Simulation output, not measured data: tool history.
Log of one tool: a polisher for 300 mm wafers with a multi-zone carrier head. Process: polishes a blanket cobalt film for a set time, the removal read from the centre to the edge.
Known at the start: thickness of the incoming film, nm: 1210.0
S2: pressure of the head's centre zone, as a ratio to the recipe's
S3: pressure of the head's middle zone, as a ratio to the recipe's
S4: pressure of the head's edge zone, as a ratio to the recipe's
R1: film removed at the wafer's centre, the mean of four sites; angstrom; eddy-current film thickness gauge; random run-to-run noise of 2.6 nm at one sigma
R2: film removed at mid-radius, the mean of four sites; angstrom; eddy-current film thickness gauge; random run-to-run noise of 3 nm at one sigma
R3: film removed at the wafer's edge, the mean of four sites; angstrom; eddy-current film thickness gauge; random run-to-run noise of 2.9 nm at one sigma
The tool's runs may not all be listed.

Run 1, hour 0: flow of slurry (ml/min) 165, S2 1, S3 1, S4 1, polishing time (s) 51. Result: R1 2234.6 angstrom, R2 2230.1 angstrom, R3 2307.2 angstrom.
Run 2, hour 3.6: flow of slurry (ml/min) 185, S2 1.05, S3 1.02, S4 1.04, polishing time (s) 53. Result: R1 2541.4 angstrom, R2 2429.8 angstrom, R3 2464.1 angstrom.
Run 3, hour 4.7: flow of slurry (ml/min) 200, S2 1.07, S3 1.02, S4 1.08, polishing time (s) 54. Result: R1 2664.5 angstrom, R2 2445.3 angstrom, R3 2596.9 angstrom.
Run 4, hour 8.2: flow of slurry (ml/min) 200, S2 1.07, S3 1.02, S4 1.14, polishing time (s) 54. Result: R1 2696.1 angstrom, R2 2457.5 angstrom, R3 2636.6 angstrom.
Run 5, hour 9.9: flow of slurry (ml/min) 210, S2 1.09, S3 1.04, S4 1.15, polishing time (s) 55. Result: R1 2816.9 angstrom, R2 2558.3 angstrom, R3 2748.1 angstrom.
Run 6, hour 14: flow of slurry (ml/min) 210, S2 1.09, S3 0.97, S4 1.15, polishing time (s) 55. Result: R1 2793.7 angstrom, R2 2413.6 angstrom, R3 2685.9 angstrom.
Run 7, hour 19.1: flow of slurry (ml/min) 220, S2 1.1, S3 1, S4 1.14, polishing time (s) 55. Result: R1 2809.1 angstrom, R2 2444.1 angstrom, R3 2743.2 angstrom.
Run 8, hour 25.5: flow of slurry (ml/min) 215, S2 1.12, S3 1.04, S4 1.15, polishing time (s) 55. Result: R1 2873.6 angstrom, R2 2616.1 angstrom, R3 2742.6 angstrom.

Run 9 has not been measured yet. What should we expect?
Run 9, hour 26.4: flow of slurry (ml/min) 220, S2 1.14, S3 1.04, S4 1.16, polishing time (s) 55. Result: R1 ?, R2 ?, R3 ?.

R1: 2920.7 angstrom
R2: 2578.7 angstrom
R3: 2752.6 angstrom
